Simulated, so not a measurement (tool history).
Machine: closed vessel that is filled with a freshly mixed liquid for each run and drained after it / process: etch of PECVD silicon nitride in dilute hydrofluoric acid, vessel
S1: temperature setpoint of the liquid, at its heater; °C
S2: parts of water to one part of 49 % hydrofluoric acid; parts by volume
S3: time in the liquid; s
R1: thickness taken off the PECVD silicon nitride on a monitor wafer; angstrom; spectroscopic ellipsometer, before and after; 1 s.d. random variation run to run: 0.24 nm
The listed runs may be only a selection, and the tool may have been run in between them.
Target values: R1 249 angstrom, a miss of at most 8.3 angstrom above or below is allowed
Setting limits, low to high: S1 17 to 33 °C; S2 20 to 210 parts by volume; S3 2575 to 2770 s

run,hour,S1,S2,S3,R1
1,0,25,115,2575,436.03
2,3.2,24,115,2575,409.01
3,3.9,22.5,115,2575,361.45
4,7.6,22,115,2575,357.59
5,15.7,25.5,115,2575,444.78
6,21.1,24.5,115,2575,418.8
7,27.2,23.5,115,2575,397.89
8,28.2,23,115,2575,381.71
9,35.3,22.5,115,2575,368.32
10,38.1,18.5,120,2575,270.58
11,45,18.5,120,2575,265.67
12,46,18,120,2575,261.11

Next run, 5 choices. One meets every target within its allowed miss, the rest don't. Which?
A,47,18,130,2620,?
B,47,18,125,2730,?
C,47,17.5,115,2640,?
D,47,18.5,125,2660,?
E,47,17,110,2645,?

move,R1
A,246.46
B,266.76
C,270.2
D,268.96
E,272.99
A: all results in spec
B: moves away from the targets compared with the last run
C: moves away from the targets compared with the last run
D: moves away from the targets compared with the last run
E: moves away from the targets compared with the last run
A meets every target.

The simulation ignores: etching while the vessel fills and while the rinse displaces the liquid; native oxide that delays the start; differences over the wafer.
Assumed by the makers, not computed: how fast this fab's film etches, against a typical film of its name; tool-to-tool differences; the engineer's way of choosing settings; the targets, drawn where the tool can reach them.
